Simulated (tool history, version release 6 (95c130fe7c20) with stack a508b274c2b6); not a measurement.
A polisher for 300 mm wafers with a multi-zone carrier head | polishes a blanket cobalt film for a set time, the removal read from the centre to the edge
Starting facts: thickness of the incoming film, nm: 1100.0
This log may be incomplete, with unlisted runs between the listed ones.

| run | hour | flow of slurry (ml/min) | pressure of the head's centre zone | pressure of the head's middle zone | pressure of the head's edge zone | polishing time (s) | film removed at the wafer's centre (angstrom) | film removed at mid-radius (angstrom) | film removed at the wafer's edge (angstrom) |
|---|---|---|---|---|---|---|---|---|---|
| 1 | 0.0 | 245 | 1.00 | 1.00 | 1.00 | 59 | 2657.4 | 2728.7 | 2734.3 |
| 2 | 3.6 | 245 | 1.00 | 1.00 | 1.04 | 59 | 2750.5 | 2764.4 | 2804.7 |
| 3 | 11.4 | 245 | 0.98 | 0.99 | 1.07 | 61 | 2772.7 | 2795.4 | 2953.1 |
| 4 | 20.2 | 245 | 0.98 | 0.99 | 1.16 | 61 | 2777.1 | 2774.1 | 3011.3 |
| 5 | 28.5 | 225 | 0.98 | 0.99 | 1.16 | 61 | 2689.4 | 2723.1 | 2985.7 |
| 6 | 36.6 | 225 | 0.93 | 0.99 | 1.16 | 61 | 2558.5 | 2711.4 | 2930.0 |
| 7 | 42.0 | 235 | 0.94 | 0.99 | 1.17 | 63 | 2702.9 | 2768.2 | 3031.0 |
| 8 | 47.5 | 225 | 0.95 | 0.99 | 1.17 | 65 | 2795.9 | 2919.1 | 3154.4 |
| 9 | 52.9 | 235 | 0.95 | 0.98 | 1.18 | 66 | 2903.6 | 2869.7 | 3242.1 |
| 10 | 54.7 | 240 | 0.95 | 0.99 | 1.18 | 67 | 2899.9 | 2992.7 | 3341.3 |
| 11 | 62.4 | 240 | 0.95 | 0.99 | 1.18 | 67 | 2908.4 | 3092.3 | 3296.1 |
| 12 | 64.8 | 245 | 0.96 | 0.98 | 1.18 | 68 | 2991.6 | 3044.7 | 3360.4 |

Run 13 is up next; what results do you expect?
| 13 | 67.6 | 250 | 0.97 | 0.98 | 1.18 | 68 | ? | ? | ? |

{"run 13": {"film removed at the wafer's centre (angstrom)": 2998.8, "film removed at mid-radius (angstrom)": 3052.0, "film removed at the wafer's edge (angstrom)": 3399.2}}
